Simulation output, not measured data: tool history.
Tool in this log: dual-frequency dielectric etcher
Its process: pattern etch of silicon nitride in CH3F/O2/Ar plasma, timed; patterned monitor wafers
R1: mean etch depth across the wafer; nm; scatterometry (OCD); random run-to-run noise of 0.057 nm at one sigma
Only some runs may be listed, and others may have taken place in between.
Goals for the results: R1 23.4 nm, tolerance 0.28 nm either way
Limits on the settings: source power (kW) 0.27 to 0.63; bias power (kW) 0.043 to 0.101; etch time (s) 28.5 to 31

run 1 hour=0 | source_power_(kW)=0.45 bias_power_(kW)=0.072 etch_time_(s)=31 | R1=22.069
run 2 hour=9 | source_power_(kW)=0.47 bias_power_(kW)=0.072 etch_time_(s)=31 | R1=22.431
run 3 hour=14.7 | source_power_(kW)=0.4 bias_power_(kW)=0.072 etch_time_(s)=31 | R1=21.261
run 4 hour=18.8 | source_power_(kW)=0.44 bias_power_(kW)=0.073 etch_time_(s)=31 | R1=21.985
-- hour=23 wet clean of the chamber
run 5 hour=23 | source_power_(kW)=0.46 bias_power_(kW)=0.073 etch_time_(s)=31 | R1=21.216
run 6 hour=31.3 | source_power_(kW)=0.39 bias_power_(kW)=0.073 etch_time_(s)=31 | R1=20.203
run 7 hour=36.9 | source_power_(kW)=0.43 bias_power_(kW)=0.074 etch_time_(s)=31 | R1=20.911
run 8 hour=45.8 | source_power_(kW)=0.47 bias_power_(kW)=0.074 etch_time_(s)=31 | R1=21.465
run 9 hour=50 | source_power_(kW)=0.51 bias_power_(kW)=0.072 etch_time_(s)=31 | R1=21.838

Consider the 4 candidate settings below. Which is the only one whose results all fall within their allowed miss of target?
run A hour=54.2 | source_power_(kW)=0.53 bias_power_(kW)=0.076 etch_time_(s)=31 | R1=?
run B hour=54.2 | source_power_(kW)=0.63 bias_power_(kW)=0.071 etch_time_(s)=30.5 | R1=?
run C hour=54.2 | source_power_(kW)=0.51 bias_power_(kW)=0.087 etch_time_(s)=31 | R1=?
run D hour=54.2 | source_power_(kW)=0.58 bias_power_(kW)=0.075 etch_time_(s)=30.5 | R1=?

move=A R1=22.675
move=B R1=23.04
move=C R1=23.575
move=D R1=22.869
A: moves toward the targets from the last run without getting all of them in spec
B: moves toward the targets from the last run without getting all of them in spec
C: all results in spec
D: moves toward the targets from the last run without getting all of them in spec
C meets every target.
